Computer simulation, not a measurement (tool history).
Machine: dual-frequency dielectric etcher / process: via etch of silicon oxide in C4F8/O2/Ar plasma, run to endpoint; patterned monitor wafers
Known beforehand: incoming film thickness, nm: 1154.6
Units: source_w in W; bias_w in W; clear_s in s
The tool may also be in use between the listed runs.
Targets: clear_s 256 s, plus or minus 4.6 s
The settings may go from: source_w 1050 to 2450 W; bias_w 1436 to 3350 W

{"run": 1, "day": 0.0, "source_w": 1750, "bias_w": 2393, "clear_s": 210.58}
{"run": 2, "day": 0.075, "source_w": 2050, "bias_w": 2393, "clear_s": 202.56}
{"run": 3, "day": 0.379, "source_w": 1910, "bias_w": 2247, "clear_s": 212.28}
{"run": 4, "day": 0.708, "source_w": 1910, "bias_w": 2447, "clear_s": 205.92}
{"run": 5, "day": 1.012, "source_w": 1910, "bias_w": 2846, "clear_s": 190.07}
{"run": 6, "day": 1.162, "source_w": 1910, "bias_w": 2684, "clear_s": 195.71}
{"run": 7, "day": 1.392, "source_w": 1790, "bias_w": 2543, "clear_s": 205.27}
{"run": 8, "day": 1.662, "source_w": 1690, "bias_w": 2435, "clear_s": 212.4}
{"run": 9, "day": 1.846, "source_w": 1600, "bias_w": 2343, "clear_s": 219.61}
{"run": 10, "day": 2.15, "source_w": 1520, "bias_w": 2275, "clear_s": 226.71}
{"run": 11, "day": 2.462, "source_w": 1450, "bias_w": 2234, "clear_s": 229.73}
{"run": 12, "day": 2.696, "source_w": 1100, "bias_w": 1860, "clear_s": 274.35}
{"run": 13, "day": 2.762, "source_w": 1140, "bias_w": 1866, "clear_s": 271.29}
{"run": 14, "day": 2.996, "source_w": 1170, "bias_w": 1872, "clear_s": 270.77}
{"run": 15, "day": 3.154, "source_w": 1210, "bias_w": 1877, "clear_s": 266.2}
{"run": 16, "day": 3.292, "source_w": 1230, "bias_w": 1881, "clear_s": 263.54}
{"run": 17, "day": 3.4, "source_w": 1250, "bias_w": 1884, "clear_s": 262.45}

Exercise: of the 4 proposed moves below, exactly one satisfies all targets within the stated allowed misses. Which move is it?
{"run": "A", "day": 3.508, "source_w": 1150, "bias_w": 1874, "clear_s": "?"}
{"run": "B", "day": 3.508, "source_w": 1510, "bias_w": 1800, "clear_s": "?"}
{"run": "C", "day": 3.508, "source_w": 1090, "bias_w": 1839, "clear_s": "?"}
{"run": "D", "day": 3.508, "source_w": 1270, "bias_w": 2193, "clear_s": "?"}

move=A clear_s=268.49
move=B clear_s=254.27
move=C clear_s=275.11
move=D clear_s=240.96
A: misses by more than the last run did
B: each result inside its tolerance
C: misses by more than the last run did
D: takes the biggest miss from the last run beyond its target
Move B is the one to make.
